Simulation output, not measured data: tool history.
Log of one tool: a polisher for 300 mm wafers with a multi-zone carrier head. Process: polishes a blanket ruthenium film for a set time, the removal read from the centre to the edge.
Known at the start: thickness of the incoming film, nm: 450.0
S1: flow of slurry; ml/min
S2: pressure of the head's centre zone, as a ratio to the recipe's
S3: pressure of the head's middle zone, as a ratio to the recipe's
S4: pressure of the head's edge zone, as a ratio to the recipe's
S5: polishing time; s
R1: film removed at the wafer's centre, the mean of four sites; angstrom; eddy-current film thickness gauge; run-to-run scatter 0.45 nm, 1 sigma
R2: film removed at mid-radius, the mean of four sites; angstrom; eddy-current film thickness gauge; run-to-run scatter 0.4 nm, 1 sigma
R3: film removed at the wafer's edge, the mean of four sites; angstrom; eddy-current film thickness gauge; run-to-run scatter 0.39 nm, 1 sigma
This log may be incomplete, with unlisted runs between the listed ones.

run    day   S1    S2    S3    S4  S5      R1      R2      R3
  1  0.000  145  1.00  1.00  1.00  40  297.55  290.60  297.39
  2  0.075  145  1.00  1.00  1.00  34  262.16  244.16  250.12
  3  0.179  150  1.00  1.00  1.04  37  280.96  270.14  282.54
  4  0.496  150  0.93  1.00  1.04  37  266.43  271.53  279.34
  5  0.633  155  0.95  1.00  1.07  39  279.36  283.26  303.31
  6  0.658  165  0.98  1.02  1.09  41  314.46  308.34  329.55

The next listed run, before its measurement:
  7  0.758  200  0.96  1.05  1.19  45   ?   ?   ?

{"run 7": {"R1": 342.02, "R2": 360.57, "R3": 376.95}}
